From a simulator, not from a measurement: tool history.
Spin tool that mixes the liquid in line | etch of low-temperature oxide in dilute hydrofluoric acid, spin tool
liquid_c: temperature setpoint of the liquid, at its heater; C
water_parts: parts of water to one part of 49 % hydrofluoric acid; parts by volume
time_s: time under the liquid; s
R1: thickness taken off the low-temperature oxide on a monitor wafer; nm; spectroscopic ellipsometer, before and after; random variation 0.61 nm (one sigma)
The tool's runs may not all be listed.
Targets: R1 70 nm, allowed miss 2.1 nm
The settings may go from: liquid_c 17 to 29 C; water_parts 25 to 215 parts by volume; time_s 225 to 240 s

Run 1, hour 0: liquid_c 21 C, water_parts 120 parts by volume, time_s 225 s. Result: R1 24.098 nm.
Run 2, hour 1.9: liquid_c 23 C, water_parts 100 parts by volume, time_s 225 s. Result: R1 32.382 nm.
Run 3, hour 7.4: liquid_c 25.5 C, water_parts 100 parts by volume, time_s 225 s. Result: R1 35.412 nm.
Run 4, hour 13.2: liquid_c 25.5 C, water_parts 120 parts by volume, time_s 225 s. Result: R1 29.595 nm.
Run 5, hour 21.8: liquid_c 25.5 C, water_parts 150 parts by volume, time_s 225 s. Result: R1 22.55 nm.
Run 6, hour 24.7: liquid_c 25.5 C, water_parts 180 parts by volume, time_s 225 s. Result: R1 18.345 nm.
Run 7, hour 27: liquid_c 29 C, water_parts 130 parts by volume, time_s 235 s. Result: R1 32.146 nm.
Run 8, hour 35: liquid_c 29 C, water_parts 105 parts by volume, time_s 235 s. Result: R1 40.654 nm.
Run 9, hour 39.8: liquid_c 29 C, water_parts 55 parts by volume, time_s 235 s. Result: R1 84.062 nm.
Run 10, hour 42.5: liquid_c 29 C, water_parts 55 parts by volume, time_s 235 s. Result: R1 84.044 nm.
Run 11, hour 45.7: liquid_c 28 C, water_parts 55 parts by volume, time_s 235 s. Result: R1 79.795 nm.
Run 12, hour 52.7: liquid_c 27.5 C, water_parts 55 parts by volume, time_s 235 s. Result: R1 78.765 nm.
Run 13, hour 53.4: liquid_c 27 C, water_parts 55 parts by volume, time_s 235 s. Result: R1 76.333 nm.

5 next moves are on the table. One of them brings every result within its allowed miss. Which?
Run A, hour 54.1: liquid_c 29 C, water_parts 70 parts by volume, time_s 235 s. Result: R1 ?.
Run B, hour 54.1: liquid_c 27 C, water_parts 65 parts by volume, time_s 240 s. Result: R1 ?.
Run C, hour 54.1: liquid_c 24 C, water_parts 50 parts by volume, time_s 235 s. Result: R1 ?.
Run D, hour 54.1: liquid_c 29 C, water_parts 65 parts by volume, time_s 240 s. Result: R1 ?.
Run E, hour 54.1: liquid_c 21.5 C, water_parts 45 parts by volume, time_s 235 s. Result: R1 ?.

move      R1
   A  63.395
   B  64.805
   C  74.344
   D  70.209
   E  74.762
A: takes the result that was furthest off past its target
B: takes the result that was furthest off past its target
C: nearer than the last run, and not there yet
D: meets every target
E: nearer than the last run, and not there yet
Move D is the one to make.
